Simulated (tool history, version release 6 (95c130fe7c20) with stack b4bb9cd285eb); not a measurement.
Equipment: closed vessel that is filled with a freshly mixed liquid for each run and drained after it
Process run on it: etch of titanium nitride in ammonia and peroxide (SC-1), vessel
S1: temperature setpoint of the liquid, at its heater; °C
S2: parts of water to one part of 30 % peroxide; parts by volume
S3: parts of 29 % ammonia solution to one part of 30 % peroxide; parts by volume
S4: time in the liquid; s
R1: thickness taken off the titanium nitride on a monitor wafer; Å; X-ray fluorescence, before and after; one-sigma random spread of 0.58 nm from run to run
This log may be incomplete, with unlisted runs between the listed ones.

run	hour	S1	S2	S3	S4	R1
1	0	57	10	0.75	720	1003.5
2	3.2	56	10	0.75	720	931.82
3	10.7	60	10	0.75	720	1200.8
4	13	60	10	0.45	720	1130.9
5	19.4	60	11.5	0.45	720	1051.3
6	22	59	11.5	0.45	720	964.01
7	30.6	58	11.5	0.45	720	912.69
8	32.3	57	11.5	0.45	720	849.66
9	36.4	56.5	11.5	0.45	720	821.85
10	41.6	56	11.5	0.45	720	802.92
11	43.2	55.5	11.5	0.45	720	773.14

Run 12 comes next. What will it give?
12	51	55	11.5	0.45	720	?

Run 12 measured R1 743.17 Å.
